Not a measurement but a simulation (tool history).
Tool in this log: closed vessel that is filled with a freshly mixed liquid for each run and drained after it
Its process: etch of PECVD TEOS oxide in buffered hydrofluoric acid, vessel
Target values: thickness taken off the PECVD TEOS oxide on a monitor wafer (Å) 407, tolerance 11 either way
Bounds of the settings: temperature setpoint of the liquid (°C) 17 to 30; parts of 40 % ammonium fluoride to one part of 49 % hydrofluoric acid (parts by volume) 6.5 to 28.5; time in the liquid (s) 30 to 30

run,hour,temperature setpoint of the liquid (°C),parts of 40 % ammonium fluoride to one part of 49 % hydrofluoric acid (parts by volume),time in the liquid (s),thickness taken off the PECVD TEOS oxide on a monitor wafer (Å)
1,0,22,17.5,30,233.36
2,5,19.5,17.5,30,201.83
3,13.4,20.5,17.5,30,218.75
4,14.3,20.5,17.5,30,216.48
5,23.4,20.5,14,30,264.4
6,31.1,18,14,30,236.67
7,34.1,19,14,30,247.22
8,35.2,20,14,30,262.79
9,42,21,14,30,275.07
10,45,21.5,14,30,281.79
11,53.7,22,14,30,295.8
12,55.8,22.5,14,30,302.96
13,59,23,14,30,307.59
14,67,23.5,14,30,318.6

Exactly one of the 4 candidate moves below puts every result within its allowed miss. Which one?
A,75,21.5,10.5,30,?
B,75,23.5,11,30,?
C,75,23.5,12,30,?
D,75,22,11,30,?

move,thickness taken off the PECVD TEOS oxide on a monitor wafer (Å)
A,375.19
B,400.31
C,367.71
D,368.62
A: nearer the targets than the last run, but a result is still out of spec
B: every result within its allowed miss
C: nearer the targets than the last run, but a result is still out of spec
D: nearer the targets than the last run, but a result is still out of spec
B is the move that brings every result within its allowed miss.

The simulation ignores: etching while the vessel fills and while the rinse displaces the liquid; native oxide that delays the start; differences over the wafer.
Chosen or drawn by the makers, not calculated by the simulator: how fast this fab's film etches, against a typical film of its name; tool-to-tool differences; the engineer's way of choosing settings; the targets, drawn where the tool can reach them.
